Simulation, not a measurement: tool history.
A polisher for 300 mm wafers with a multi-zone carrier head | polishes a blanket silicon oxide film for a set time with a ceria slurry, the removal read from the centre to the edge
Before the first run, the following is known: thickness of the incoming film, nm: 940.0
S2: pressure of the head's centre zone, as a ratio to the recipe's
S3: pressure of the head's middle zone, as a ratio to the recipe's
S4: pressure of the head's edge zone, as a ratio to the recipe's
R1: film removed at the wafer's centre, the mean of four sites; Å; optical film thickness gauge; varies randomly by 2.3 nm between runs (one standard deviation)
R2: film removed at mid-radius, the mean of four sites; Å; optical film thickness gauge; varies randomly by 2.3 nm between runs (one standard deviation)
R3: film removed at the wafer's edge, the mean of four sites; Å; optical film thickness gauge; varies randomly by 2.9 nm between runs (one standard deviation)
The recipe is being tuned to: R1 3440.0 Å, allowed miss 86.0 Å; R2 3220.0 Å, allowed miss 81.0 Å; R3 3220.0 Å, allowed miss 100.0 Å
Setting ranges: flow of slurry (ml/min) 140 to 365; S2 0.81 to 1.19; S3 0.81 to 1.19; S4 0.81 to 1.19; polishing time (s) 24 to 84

Run 1, hour 0.0: flow of slurry (ml/min) 235, S2 1.00, S3 1.00, S4 1.00, polishing time (s) 54. Result: R1 2807.7 Å, R2 2785.5 Å, R3 2920.4 Å.
Run 2, hour 1.0: flow of slurry (ml/min) 240, S2 1.01, S3 1.01, S4 1.01, polishing time (s) 54. Result: R1 2845.5 Å, R2 2835.9 Å, R3 2902.3 Å.
Run 3, hour 7.9: flow of slurry (ml/min) 240, S2 1.01, S3 1.01, S4 1.01, polishing time (s) 59. Result: R1 3110.0 Å, R2 3072.6 Å, R3 3177.5 Å.
Run 4, hour 15.8: flow of slurry (ml/min) 240, S2 1.01, S3 1.01, S4 1.01, polishing time (s) 70. Result: R1 3650.7 Å, R2 3688.3 Å, R3 3740.4 Å.
Run 5, hour 21.9: flow of slurry (ml/min) 240, S2 1.01, S3 1.01, S4 0.95, polishing time (s) 70. Result: R1 3684.5 Å, R2 3643.7 Å, R3 3702.8 Å.
Run 6, hour 26.8: flow of slurry (ml/min) 235, S2 1.01, S3 1.01, S4 0.94, polishing time (s) 69. Result: R1 3634.1 Å, R2 3554.7 Å, R3 3625.6 Å.
Run 7, hour 28.1: flow of slurry (ml/min) 195, S2 1.01, S3 0.98, S4 0.84, polishing time (s) 66. Result: R1 3384.9 Å, R2 3359.3 Å, R3 3238.9 Å.
Run 8, hour 32.5: flow of slurry (ml/min) 200, S2 1.02, S3 0.95, S4 0.84, polishing time (s) 66. Result: R1 3468.8 Å, R2 3301.4 Å, R3 3316.4 Å.
At hour 40.7: worn pad replaced by a new one.
Run 9, hour 40.7: flow of slurry (ml/min) 180, S2 1.03, S3 0.94, S4 0.81, polishing time (s) 66. Result: R1 3727.4 Å, R2 3533.8 Å, R3 3397.6 Å.
Run 10, hour 44.9: flow of slurry (ml/min) 190, S2 1.03, S3 0.94, S4 0.81, polishing time (s) 66. Result: R1 3686.5 Å, R2 3467.1 Å, R3 3458.7 Å.
Run 11, hour 46.5: flow of slurry (ml/min) 185, S2 1.03, S3 0.93, S4 0.81, polishing time (s) 63. Result: R1 3510.2 Å, R2 3288.2 Å, R3 3265.8 Å.

Exactly one of the 4 candidate moves below puts every result within its allowed miss. Which one?
Run A, hour 48.1: flow of slurry (ml/min) 180, S2 1.02, S3 0.94, S4 0.81, polishing time (s) 64. Result: R1 ?, R2 ?, R3 ?.
Run B, hour 48.1: flow of slurry (ml/min) 230, S2 1.01, S3 0.99, S4 0.82, polishing time (s) 62. Result: R1 ?, R2 ?, R3 ?.
Run C, hour 48.1: flow of slurry (ml/min) 160, S2 1.04, S3 1.00, S4 0.81, polishing time (s) 63. Result: R1 ?, R2 ?, R3 ?.
Run D, hour 48.1: flow of slurry (ml/min) 140, S2 1.03, S3 0.91, S4 0.81, polishing time (s) 63. Result: R1 ?, R2 ?, R3 ?.

move      R1      R2      R3
   A  3530.1  3395.4  3291.3
   B  3457.6  3438.3  3246.8
   C  3508.7  3414.7  3216.5
   D  3433.8  3227.0  3194.5
A: moves away from the targets compared with the last run
B: moves away from the targets compared with the last run
C: moves away from the targets compared with the last run
D: every result lands within tolerance
Answer: D
